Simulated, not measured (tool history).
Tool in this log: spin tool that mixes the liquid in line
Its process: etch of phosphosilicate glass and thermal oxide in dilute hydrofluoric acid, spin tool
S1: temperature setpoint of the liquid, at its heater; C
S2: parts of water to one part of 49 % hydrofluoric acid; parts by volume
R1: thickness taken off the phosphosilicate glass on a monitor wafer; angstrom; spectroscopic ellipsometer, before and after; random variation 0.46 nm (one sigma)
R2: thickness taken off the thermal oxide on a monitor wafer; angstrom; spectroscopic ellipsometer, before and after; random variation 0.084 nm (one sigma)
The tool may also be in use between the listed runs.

Run 1, day 0: S1 20 C, S2 295 parts by volume, time under the liquid (s) 45. Result: R1 207.91 angstrom, R2 4.8989 angstrom.
Run 2, day 0.167: S1 20 C, S2 335 parts by volume, time under the liquid (s) 45. Result: R1 176.52 angstrom, R2 4.4972 angstrom.
Run 3, day 0.321: S1 21.5 C, S2 295 parts by volume, time under the liquid (s) 45. Result: R1 217.67 angstrom, R2 5.5635 angstrom.
Run 4, day 0.675: S1 22.5 C, S2 255 parts by volume, time under the liquid (s) 45. Result: R1 273.56 angstrom, R2 7.2222 angstrom.
Run 5, day 0.775: S1 22.5 C, S2 170 parts by volume, time under the liquid (s) 45. Result: R1 437.93 angstrom, R2 12.547 angstrom.
Run 6, day 0.808: S1 23 C, S2 170 parts by volume, time under the liquid (s) 45. Result: R1 445.84 angstrom, R2 10.932 angstrom.
At day 1.167: hydrofluoric acid flow meter replaced.
Run 7, day 1.167: S1 23.5 C, S2 170 parts by volume, time under the liquid (s) 45. Result: R1 428.42 angstrom, R2 12.21 angstrom.
Run 8, day 1.404: S1 23 C, S2 165 parts by volume, time under the liquid (s) 45. Result: R1 431.54 angstrom, R2 12.19 angstrom.
Run 9, day 1.642: S1 23.5 C, S2 165 parts by volume, time under the liquid (s) 45. Result: R1 439.49 angstrom, R2 10.629 angstrom.

Run 10 is up next; what results do you expect?
Run 10, day 1.817: S1 23 C, S2 160 parts by volume, time under the liquid (s) 45. Result: R1 ?, R2 ?.

R1: 451.62 angstrom
R2: 11.606 angstrom

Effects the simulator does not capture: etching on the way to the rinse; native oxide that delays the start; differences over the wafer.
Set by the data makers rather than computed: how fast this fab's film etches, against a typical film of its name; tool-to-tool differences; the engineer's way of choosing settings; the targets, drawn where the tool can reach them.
